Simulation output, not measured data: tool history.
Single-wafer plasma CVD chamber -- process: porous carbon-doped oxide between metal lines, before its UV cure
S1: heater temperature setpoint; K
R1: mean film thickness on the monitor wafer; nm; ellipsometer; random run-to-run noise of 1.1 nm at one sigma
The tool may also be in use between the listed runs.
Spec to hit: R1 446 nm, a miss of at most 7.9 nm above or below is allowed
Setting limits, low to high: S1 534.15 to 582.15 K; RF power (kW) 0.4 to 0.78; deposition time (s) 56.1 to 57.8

run 1 hour=0 | S1=558.15 RF_power_(kW)=0.59 deposition_time_(s)=56.1 | R1=368.96
run 2 hour=2.2 | S1=568.15 RF_power_(kW)=0.59 deposition_time_(s)=56.1 | R1=344.86
run 3 hour=6.4 | S1=573.15 RF_power_(kW)=0.59 deposition_time_(s)=56.1 | R1=334.22
run 4 hour=7.4 | S1=561.15 RF_power_(kW)=0.61 deposition_time_(s)=56.2 | R1=369.07
run 5 hour=14.4 | S1=553.15 RF_power_(kW)=0.625 deposition_time_(s)=56.2 | R1=392.6
run 6 hour=17.2 | S1=547.15 RF_power_(kW)=0.635 deposition_time_(s)=56.2 | R1=416.31
run 7 hour=22.1 | S1=544.15 RF_power_(kW)=0.64 deposition_time_(s)=56.2 | R1=427
run 8 hour=27.2 | S1=542.15 RF_power_(kW)=0.64 deposition_time_(s)=56.2 | R1=433.93
run 9 hour=31 | S1=541.15 RF_power_(kW)=0.64 deposition_time_(s)=56.2 | R1=437.34

Exercise: of the 5 proposed moves below, exactly one satisfies all targets within the stated allowed misses. Which move is it?
run A hour=34.8 | S1=541.15 RF_power_(kW)=0.62 deposition_time_(s)=56.1 | R1=?
run B hour=34.8 | S1=538.15 RF_power_(kW)=0.6 deposition_time_(s)=56.1 | R1=?
run C hour=34.8 | S1=535.15 RF_power_(kW)=0.675 deposition_time_(s)=56.5 | R1=?
run D hour=34.8 | S1=545.15 RF_power_(kW)=0.665 deposition_time_(s)=56.1 | R1=?
run E hour=34.8 | S1=534.15 RF_power_(kW)=0.61 deposition_time_(s)=56.1 | R1=?

move=A R1=429.76
move=B R1=432.86
move=C R1=472.86
move=D R1=431.55
move=E R1=450.25
A: the biggest miss grows against the last run
B: the biggest miss grows against the last run
C: takes the result that was furthest off past its target
D: the biggest miss grows against the last run
E: meets every target
The right move is E.
